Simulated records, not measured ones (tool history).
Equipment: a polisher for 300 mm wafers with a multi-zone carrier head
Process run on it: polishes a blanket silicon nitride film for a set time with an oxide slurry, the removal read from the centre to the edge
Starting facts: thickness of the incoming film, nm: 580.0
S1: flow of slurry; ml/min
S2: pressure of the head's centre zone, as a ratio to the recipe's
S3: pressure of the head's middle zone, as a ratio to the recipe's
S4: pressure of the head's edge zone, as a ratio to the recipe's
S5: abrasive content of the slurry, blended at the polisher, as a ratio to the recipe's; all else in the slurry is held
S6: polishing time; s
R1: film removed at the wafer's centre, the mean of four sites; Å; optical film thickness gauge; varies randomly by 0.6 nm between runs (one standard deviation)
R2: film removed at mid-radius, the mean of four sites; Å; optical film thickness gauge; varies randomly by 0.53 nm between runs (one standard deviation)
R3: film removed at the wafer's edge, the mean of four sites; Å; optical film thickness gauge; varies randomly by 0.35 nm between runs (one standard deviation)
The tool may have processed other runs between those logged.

run	hour	S1	S2	S3	S4	S5	S6	R1	R2	R3
1	0	155	1	1	1	1	73	397.99	410.3	410.41
2	6	155	1	1.07	1	1	73	402.7	427.46	410.1
3	14.7	155	1	1.07	1	0.85	73	380.66	398.78	383.82
4	17	155	1	1.15	1	0.85	73	375.66	432.54	385.41
5	17.9	155	1	1.15	1	0.85	64	325.46	373.94	338.81
6	23.3	155	1	1.15	1.05	0.85	64	340.91	378.12	341.26
7	25.5	170	0.99	1.16	1.06	1	65	359.96	413.75	380.42

Run 8 is up next; what results do you expect?
8	28.3	175	1.02	1.17	1	1.15	67	?	?	?

For run 8 the tool returned R1 404.38 Å, R2 455.52 Å, R3 396.08 Å.
